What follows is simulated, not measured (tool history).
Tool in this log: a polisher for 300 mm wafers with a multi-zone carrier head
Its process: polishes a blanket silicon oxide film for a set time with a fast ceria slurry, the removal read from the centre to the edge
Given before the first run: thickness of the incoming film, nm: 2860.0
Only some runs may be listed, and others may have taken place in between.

run,hour,flow of slurry (ml/min),pressure of the head's centre zone,pressure of the head's middle zone,pressure of the head's edge zone,polishing time (s),film removed at the wafer's centre (nm),film removed at mid-radius (nm),film removed at the wafer's edge (nm)
1,0,150,1,1,1,39,569.96,579.58,565.67
2,7.9,135,1,1,1,39,557.3,566.92,560.16
3,8.9,135,1.04,1,1,39,580.39,573.24,546.32
4,16.9,135,1.04,1,1,43,621.04,619.09,602.06
5,20.9,135,1.04,1,0.94,43,627.68,629.86,588.97
# hour 28.6: edge zone pressure recalibrated
6,28.6,135,1.04,1,0.99,43,637.99,626.75,610.6
7,34.7,135,1.03,0.99,0.96,40,581.4,576.64,565.09
8,39.2,135,1.04,1.01,0.95,37,542.96,542.07,534.36
9,47,140,1.07,1.05,0.91,34,519.55,515.18,479.93
10,48.1,135,1.07,1.06,0.89,33,502.54,497.34,459.45

Forecast run 11:
11,53.6,130,1.07,1.07,0.87,33,?,?,?

Run 11 yielded film removed at the wafer's centre (nm) 501.88, film removed at mid-radius (nm) 497.43, film removed at the wafer's edge (nm) 463.1.
